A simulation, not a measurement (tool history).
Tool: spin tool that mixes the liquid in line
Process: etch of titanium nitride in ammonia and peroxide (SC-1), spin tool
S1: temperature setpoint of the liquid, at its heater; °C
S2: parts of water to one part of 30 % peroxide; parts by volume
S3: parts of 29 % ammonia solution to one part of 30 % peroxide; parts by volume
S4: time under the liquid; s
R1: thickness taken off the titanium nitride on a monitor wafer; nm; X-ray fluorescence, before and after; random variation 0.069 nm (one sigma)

run 1 day=0 | S1=49 S2=7 S3=0.45 S4=285 | R1=22.358
run 2 day=0.321 | S1=55 S2=7 S3=0.45 S4=285 | R1=33.718
run 3 day=0.621 | S1=55 S2=7 S3=0.3 S4=285 | R1=31.329
run 4 day=0.975 | S1=51.5 S2=7 S3=0.3 S4=285 | R1=24.668
run 5 day=1.154 | S1=50.5 S2=7 S3=0.3 S4=285 | R1=23.039
run 6 day=1.408 | S1=50.5 S2=7 S3=0.3 S4=285 | R1=23.228
run 7 day=1.583 | S1=50 S2=7 S3=0.3 S4=285 | R1=22.356

The next listed run, before its measurement:
run 8 day=1.625 | S1=49.5 S2=7 S3=0.3 S4=285 | R1=?

{"run 8": {"R1": 21.43}}
